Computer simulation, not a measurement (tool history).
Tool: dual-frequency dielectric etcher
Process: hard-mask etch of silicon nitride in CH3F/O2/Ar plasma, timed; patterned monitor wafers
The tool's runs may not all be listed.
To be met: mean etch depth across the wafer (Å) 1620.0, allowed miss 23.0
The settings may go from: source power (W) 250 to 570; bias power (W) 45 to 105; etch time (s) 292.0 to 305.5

run  hour  source power (W)  bias power (W)  etch time (s)  mean etch depth across the wafer (Å)
  1   0.0               410              75          292.0                                2156.4
  2   6.4               410              64          292.0                                2042.6
  3  14.2               410              64          305.5                                2127.3
  4  20.3               410              54          305.5                                1998.5
  5  26.5               380              52          304.5                                1898.7
  6  34.0               350              51          304.5                                1810.9
  7  34.6               330              51          304.5                                1757.0
  8  37.2               320              51          304.5                                1710.1
  9  44.5               320              51          304.5                                1719.4
 10  46.4               310              51          304.5                                1695.8
 11  54.7               260              50          304.5                                1529.4
 12  57.2               270              50          304.5                                1563.6
 13  62.5               280              50          304.5                                1586.7

5 next moves are on the table. One of them brings every result within its allowed miss. Which?
  A  67.8               330              45          294.5                                     ?
  B  67.8               300              46          300.5                                     ?
  C  67.8               280              54          292.0                                     ?
  D  67.8               260              53          304.5                                     ?
  E  67.8               310              45          294.0                                     ?

move  mean etch depth across the wafer (Å)
   A                                1618.7
   B                                1582.6
   C                                1577.2
   D                                1566.1
   E                                1562.8
A: meets every target
B: further off than the last run
C: further off than the last run
D: further off than the last run
E: further off than the last run
Answer: A

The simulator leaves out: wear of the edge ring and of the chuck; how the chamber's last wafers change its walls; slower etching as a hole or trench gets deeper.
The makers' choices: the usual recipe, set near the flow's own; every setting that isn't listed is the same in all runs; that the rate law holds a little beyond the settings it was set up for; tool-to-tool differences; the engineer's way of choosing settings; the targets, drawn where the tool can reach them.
